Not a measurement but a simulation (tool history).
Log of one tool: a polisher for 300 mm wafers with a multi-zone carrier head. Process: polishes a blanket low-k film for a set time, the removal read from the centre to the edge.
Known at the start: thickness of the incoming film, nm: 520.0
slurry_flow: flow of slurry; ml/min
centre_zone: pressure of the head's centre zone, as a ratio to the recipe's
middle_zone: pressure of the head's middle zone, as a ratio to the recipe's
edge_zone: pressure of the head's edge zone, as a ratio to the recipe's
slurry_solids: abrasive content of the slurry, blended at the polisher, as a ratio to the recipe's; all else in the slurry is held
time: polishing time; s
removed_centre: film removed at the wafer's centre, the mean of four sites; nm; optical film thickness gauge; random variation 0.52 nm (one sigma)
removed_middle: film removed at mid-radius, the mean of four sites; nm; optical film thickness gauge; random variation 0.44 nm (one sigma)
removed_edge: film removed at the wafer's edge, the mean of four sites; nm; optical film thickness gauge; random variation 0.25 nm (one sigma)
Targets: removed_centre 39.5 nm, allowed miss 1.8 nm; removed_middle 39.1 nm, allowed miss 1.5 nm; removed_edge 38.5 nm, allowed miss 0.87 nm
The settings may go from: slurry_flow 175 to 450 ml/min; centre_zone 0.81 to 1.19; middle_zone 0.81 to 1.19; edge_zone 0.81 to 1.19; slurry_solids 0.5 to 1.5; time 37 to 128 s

run	hour	slurry_flow	centre_zone	middle_zone	edge_zone	slurry_solids	time	removed_centre	removed_middle	removed_edge
1	0	290	1	1	1	1	82	42.885	40.446	42.382
2	6.1	355	1	1	1	1	82	42.823	41.531	42.317
3	8.9	355	1	1	1	1.1	82	44.458	42.657	44.632
4	16	355	1	0.93	1	1.1	82	45.304	39.976	44.746
5	17.9	355	1.06	0.93	1	1.1	82	46.126	40.268	44.154
6	23.6	390	1.06	0.93	1	1.1	82	48.319	39.784	45.117
7	28.2	375	1.04	0.93	0.98	1.1	82	47.442	39.675	44.445
8	35.1	370	1.02	0.95	0.97	1.05	82	45.513	40.592	43.015
9	40.1	365	1	0.95	0.96	1	82	43.106	39.83	41.901
10	48.2	365	0.99	0.95	0.95	1	82	42.831	39.747	42.394

4 next moves are on the table. One of them brings every result within its allowed miss. Which?
A	56.3	395	0.89	0.91	0.92	0.95	77	?	?	?
B	56.3	405	1.02	1.08	1.01	0.95	74	?	?	?
C	56.3	365	0.96	1.14	1	1.15	65	?	?	?
D	56.3	375	0.98	0.9	1.1	1.25	78	?	?	?

move	removed_centre	removed_middle	removed_edge
A	35.149	35.765	38.047
B	38.873	39.742	38.181
C	34.383	39.165	35.767
D	43.474	39.762	46.628
A: brings the result that was furthest off to its target, and leaves another outside
B: meets every target
C: takes the result that was furthest off past its target
D: further off than the last run
Move B is the one to make.
